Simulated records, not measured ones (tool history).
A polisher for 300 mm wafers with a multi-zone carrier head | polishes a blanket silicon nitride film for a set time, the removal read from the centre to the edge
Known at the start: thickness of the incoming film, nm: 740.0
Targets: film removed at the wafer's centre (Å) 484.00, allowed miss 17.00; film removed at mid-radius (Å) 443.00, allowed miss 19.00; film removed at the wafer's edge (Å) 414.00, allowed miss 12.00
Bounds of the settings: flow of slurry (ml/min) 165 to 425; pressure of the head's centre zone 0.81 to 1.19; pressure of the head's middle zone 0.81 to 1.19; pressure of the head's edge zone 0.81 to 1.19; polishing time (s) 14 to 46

run    day  flow of slurry (ml/min)  pressure of the head's centre zone  pressure of the head's middle zone  pressure of the head's edge zone  polishing time (s)  film removed at the wafer's centre (Å)  film removed at mid-radius (Å)  film removed at the wafer's edge (Å)
  1  0.000                      275                                1.00                                1.00                              1.00                  30                                  654.06                          635.59                                650.95
  2  0.196                      275                                1.00                                1.00                              0.94                  30                                  644.61                          632.79                                637.16
  3  0.233                      280                                1.03                                1.01                              0.92                  26                                  591.13                          564.67                                541.80
  4  0.475                      315                                1.03                                1.01                              0.92                  26                                  586.79                          561.35                                560.57
  5  0.683                      315                                0.94                                1.01                              0.92                  26                                  549.34                          551.10                                552.77
  6  0.854                      295                                0.97                                1.00                              0.89                  24                                  517.42                          520.15                                503.77
  7  1.058                      280                                1.00                                0.98                              0.87                  23                                  496.24                          480.34                                478.95
  8  1.354                      280                                1.00                                0.98                              0.87                  23                                  496.87                          483.30                                477.59
  9  1.512                      280                                1.00                                0.98                              0.87                  23                                  508.96                          479.23                                476.15
 10  1.683                      260                                1.01                                0.98                              0.85                  22                                  480.70                          461.70                                446.70
 11  1.900                      245                                1.03                                0.98                              0.84                  22                                  490.39                          450.89                                445.86

Which of these 5 next moves meets every target?
  A  2.117                      285                                0.94                                0.94                              0.93                  23                                       ?                               ?                                     ?
  B  2.117                      250                                1.08                                0.93                              0.82                  22                                       ?                               ?                                     ?
  C  2.117                      270                                1.00                                0.92                              0.89                  23                                       ?                               ?                                     ?
  D  2.117                      215                                0.98                                0.88                              0.89                  23                                       ?                               ?                                     ?
  E  2.117                      260                                1.12                                1.05                              0.88                  20                                       ?                               ?                                     ?

move  film removed at the wafer's centre (Å)  film removed at mid-radius (Å)  film removed at the wafer's edge (Å)
   A                                  476.80                          470.39                                492.01
   B                                  507.61                          438.70                                442.25
   C                                  500.39                          459.04                                481.11
   D                                  474.59                          428.88                                470.24
   E                                  479.96                          443.86                                414.30
A: further off than the last run
B: nearer than the last run, and not there yet
C: further off than the last run
D: further off than the last run
E: meets every target
Answer: E
